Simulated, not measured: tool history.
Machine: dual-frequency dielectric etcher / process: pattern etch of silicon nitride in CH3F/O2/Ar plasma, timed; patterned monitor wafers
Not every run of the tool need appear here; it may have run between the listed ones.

run,hour,source power (W),bias power (W),etch time (s),mean etch depth across the wafer (Å)
1,0,490,86,103.5,801.39
2,4.5,490,86,108,830.23
3,9,520,89,108,862.97
4,15.6,540,91,108,876.38
5,21,540,91,103.5,842.1
6,21.9,460,91,103.5,797.51
7,24.2,490,96,104,840.16

Forecast run 8:
8,25.7,510,99,104,?

{"run 8": {"mean etch depth across the wafer (Å)": 860.21}}
